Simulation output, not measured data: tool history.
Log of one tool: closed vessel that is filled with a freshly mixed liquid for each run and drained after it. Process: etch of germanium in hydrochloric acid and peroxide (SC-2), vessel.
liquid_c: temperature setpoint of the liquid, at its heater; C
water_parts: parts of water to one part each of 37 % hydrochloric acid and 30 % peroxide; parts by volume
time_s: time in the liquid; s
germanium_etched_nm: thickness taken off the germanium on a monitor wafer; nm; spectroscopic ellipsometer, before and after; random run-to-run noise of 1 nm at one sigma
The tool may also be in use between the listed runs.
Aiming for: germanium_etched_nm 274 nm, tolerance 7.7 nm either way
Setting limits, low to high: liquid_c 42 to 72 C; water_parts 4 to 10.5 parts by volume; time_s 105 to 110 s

| run | hour | liquid_c | water_parts | time_s | germanium_etched_nm |
|---|---|---|---|---|---|
| 1 | 0 | 58 | 5.5 | 105 | 360.6 |
| 2 | 1.4 | 51 | 5.5 | 105 | 290.65 |
| 3 | 3.7 | 58 | 5.5 | 105 | 361.82 |
| 4 | 9 | 55 | 5.5 | 105 | 328.33 |
| 5 | 9.9 | 55 | 5.5 | 110 | 345.57 |
| 6 | 11.8 | 53.5 | 5.5 | 110 | 328.43 |
| 7 | 15.5 | 52 | 5.5 | 110 | 314.3 |
| 8 | 23 | 51 | 5.5 | 110 | 304.68 |
| 9 | 24.4 | 50 | 5.5 | 110 | 293.55 |
| 10 | 27.5 | 49.5 | 5.5 | 110 | 290.67 |
| 11 | 32.7 | 49 | 5.5 | 110 | 284.5 |
| 12 | 33.9 | 49 | 5.5 | 110 | 285.33 |

Exercise: of the 5 proposed moves below, exactly one satisfies all targets within the stated allowed misses. Which move is it?
| A | 35.1 | 47 | 4 | 105 | ? |
| B | 35.1 | 49.5 | 5.5 | 105 | ? |
| C | 35.1 | 47.5 | 6 | 105 | ? |
| D | 35.1 | 46 | 6.5 | 110 | ? |
| E | 35.1 | 47.5 | 5 | 105 | ? |

| move | germanium_etched_nm |
|---|---|
| A | 256.66 |
| B | 276.45 |
| C | 258.26 |
| D | 256.7 |
| E | 259.87 |
A: the result that was furthest off in the last run now lies on the other side of its target
B: hits every target within its allowed miss
C: the result that was furthest off in the last run now lies on the other side of its target
D: the result that was furthest off in the last run now lies on the other side of its target
E: the result that was furthest off in the last run now lies on the other side of its target
The right move is B.
